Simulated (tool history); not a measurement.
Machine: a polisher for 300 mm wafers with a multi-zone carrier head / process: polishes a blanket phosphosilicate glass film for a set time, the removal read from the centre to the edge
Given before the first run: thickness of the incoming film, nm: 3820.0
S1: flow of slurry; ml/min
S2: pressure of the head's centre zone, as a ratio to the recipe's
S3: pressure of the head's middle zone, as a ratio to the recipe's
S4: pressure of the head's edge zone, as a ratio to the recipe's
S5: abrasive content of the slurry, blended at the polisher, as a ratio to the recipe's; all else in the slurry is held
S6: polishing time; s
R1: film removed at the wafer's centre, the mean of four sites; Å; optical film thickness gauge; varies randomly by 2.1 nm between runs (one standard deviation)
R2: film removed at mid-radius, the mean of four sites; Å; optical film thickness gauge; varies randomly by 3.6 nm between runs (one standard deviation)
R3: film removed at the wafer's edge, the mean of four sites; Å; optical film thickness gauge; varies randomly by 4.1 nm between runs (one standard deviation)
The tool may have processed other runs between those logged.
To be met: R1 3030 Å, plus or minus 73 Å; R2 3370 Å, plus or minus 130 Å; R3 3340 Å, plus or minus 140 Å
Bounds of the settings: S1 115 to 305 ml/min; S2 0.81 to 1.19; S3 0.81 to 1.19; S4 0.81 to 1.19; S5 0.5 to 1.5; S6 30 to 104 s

run,hour,S1,S2,S3,S4,S5,S6,R1,R2,R3
1,0,195,1,1,1,1,67,4192.4,4379.5,4375.5
2,6.6,195,1,1,1,1,53,3287.1,3457.6,3461.2
3,13.6,185,0.99,1,1,1,53,3241.9,3431.8,3393.5
4,15.1,185,0.99,1,1,1,59,3635.4,3770.7,3803.5
5,17.3,145,0.99,1,1,1,59,3520.6,3734,3765
6,18.3,145,0.97,0.99,0.98,1,59,3457.8,3802.3,3788.2
# hour 20.5: centre zone pressure recalibrated
7,20.5,145,0.97,0.99,0.98,1,59,3604.7,3735.7,3669.7
8,25.2,145,0.96,0.99,0.99,0.95,59,3483.8,3603.7,3648.8
9,26.7,145,0.94,1.01,1,0.95,59,3422.1,3581,3721.7
10,33.9,145,0.92,1.03,0.99,0.95,59,3357.5,3636.4,3637.8
11,40.7,145,0.9,1.04,0.99,0.95,59,3349.6,3643.9,3682.6
12,46,145,0.89,1.05,0.98,0.9,59,3170,3520.6,3349.1
13,54.3,145,0.88,1.05,0.98,0.9,59,3152.1,3582.2,3454.2
14,59.5,145,0.88,1.05,0.98,0.9,59,3128.3,3535.7,3410

Which one of the following 4 next-run settings gets every result inside its allowed miss? There is exactly one.
A,64.7,125,0.94,1.03,0.97,0.65,81,?,?,?
B,64.7,135,0.86,1.07,1.09,1.05,55,?,?,?
C,64.7,160,0.87,1.01,0.98,0.65,78,?,?,?
D,64.7,160,0.87,1.05,1.06,0.85,63,?,?,?

move,R1,R2,R3
A,3192.3,3453.9,3288.3
B,3188.6,3741.3,3687
C,3007.1,3397.9,3252.1
D,3224.2,3708.7,3617.5
A: moves away from the targets compared with the last run
B: moves away from the targets compared with the last run
C: in spec on every target
D: moves away from the targets compared with the last run
The right move is C.
